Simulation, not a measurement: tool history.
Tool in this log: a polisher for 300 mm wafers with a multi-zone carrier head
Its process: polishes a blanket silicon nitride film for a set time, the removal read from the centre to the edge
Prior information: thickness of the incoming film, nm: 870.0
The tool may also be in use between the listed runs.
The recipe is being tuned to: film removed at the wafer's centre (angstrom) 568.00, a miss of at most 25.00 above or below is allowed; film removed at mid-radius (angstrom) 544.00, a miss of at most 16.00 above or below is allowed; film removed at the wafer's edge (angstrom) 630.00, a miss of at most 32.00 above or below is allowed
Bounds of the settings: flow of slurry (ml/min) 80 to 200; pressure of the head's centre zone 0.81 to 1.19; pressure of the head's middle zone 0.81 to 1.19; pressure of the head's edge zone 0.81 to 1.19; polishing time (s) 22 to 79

run	day	flow of slurry (ml/min)	pressure of the head's centre zone	pressure of the head's middle zone	pressure of the head's edge zone	polishing time (s)	film removed at the wafer's centre (angstrom)	film removed at mid-radius (angstrom)	film removed at the wafer's edge (angstrom)
1	0.000	130	1.00	1.00	1.00	50	842.19	851.49	839.38
2	0.162	150	1.00	1.00	1.00	50	883.05	859.61	843.47
3	0.358	145	0.98	0.97	1.00	47	785.64	790.24	811.89
4	0.521	145	0.98	0.97	1.08	47	819.48	790.30	841.34
5	0.733	145	1.02	0.97	1.08	47	804.53	780.53	823.90
6	0.896	140	1.03	0.95	1.07	45	803.97	736.99	779.46
7	1.012	135	1.01	0.93	1.06	43	732.66	681.89	736.85
8	1.367	130	0.99	0.91	1.05	42	716.78	659.05	704.66
9	1.675	125	0.96	0.89	1.06	41	670.37	625.44	712.03
10	1.858	125	0.96	0.89	1.06	41	662.91	630.03	704.09
11	2.221	120	0.95	0.88	1.05	41	643.33	608.02	698.31
12	2.462	115	0.95	0.87	1.04	41	640.41	595.23	683.29
13	2.833	110	0.94	0.87	1.03	41	631.03	596.62	685.00
14	2.933	105	0.93	0.86	1.02	41	602.01	583.53	662.56
15	3.029	100	0.93	0.85	1.02	41	583.53	573.56	675.20
16	3.088	100	0.94	0.85	1.01	41	609.24	569.66	666.62

Of the 4 settings listed for the next run, only one would bring every result within its allowed miss of target. Which one?
A	3.146	110	0.94	0.85	1.02	42	?	?	?
B	3.146	120	1.03	0.86	0.99	38	?	?	?
C	3.146	80	0.96	0.88	1.03	40	?	?	?
D	3.146	125	1.00	0.96	0.97	39	?	?	?

move	film removed at the wafer's centre (angstrom)	film removed at mid-radius (angstrom)	film removed at the wafer's edge (angstrom)
A	643.94	598.66	679.90
B	653.69	557.41	614.68
C	566.72	537.27	613.83
D	658.28	629.86	627.80
A: the biggest miss grows against the last run
B: the biggest miss grows against the last run
C: in spec on every target
D: the biggest miss grows against the last run
The right move is C.
